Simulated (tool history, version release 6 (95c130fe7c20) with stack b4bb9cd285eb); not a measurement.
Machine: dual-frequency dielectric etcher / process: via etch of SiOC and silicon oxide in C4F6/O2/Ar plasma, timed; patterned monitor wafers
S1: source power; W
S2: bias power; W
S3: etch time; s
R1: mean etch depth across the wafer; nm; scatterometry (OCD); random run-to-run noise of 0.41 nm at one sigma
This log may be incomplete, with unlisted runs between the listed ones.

run,day,S1,S2,S3,R1
1,0.000,360,122,70.5,67.304
2,0.342,360,122,70.5,68.055
3,0.583,300,122,70.5,61.848
4,0.650,300,122,65.0,56.693
5,0.988,340,124,65.0,61.067
6,1.312,340,124,70.5,66.361
7,1.446,360,125,70.5,68.352

Run 8 is up next; what results do you expect?
8,1.496,370,126,70.5,?

{"run 8": {"R1": 69.313}}

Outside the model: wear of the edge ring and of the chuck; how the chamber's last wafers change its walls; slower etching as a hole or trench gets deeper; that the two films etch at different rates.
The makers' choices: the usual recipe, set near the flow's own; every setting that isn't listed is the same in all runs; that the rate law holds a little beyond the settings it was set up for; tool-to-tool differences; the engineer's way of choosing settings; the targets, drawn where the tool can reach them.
